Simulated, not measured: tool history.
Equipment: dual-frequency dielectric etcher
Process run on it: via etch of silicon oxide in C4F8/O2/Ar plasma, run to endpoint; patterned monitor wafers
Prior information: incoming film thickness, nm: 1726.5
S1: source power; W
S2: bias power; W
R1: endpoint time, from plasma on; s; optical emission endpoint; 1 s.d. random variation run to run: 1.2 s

run	hour	S1	S2	R1
1	0	2090	1670	377.42
2	3.1	2230	1683	366.13
3	4.8	2320	1692	359.24
4	12.2	2390	1698	352.96
5	15.5	2670	1698	337.39
6	17.7	2910	1698	325.74

Run 7 comes next. What will it give?
7	18.9	2820	1688	?

{"run 7": {"R1": 328.89}}
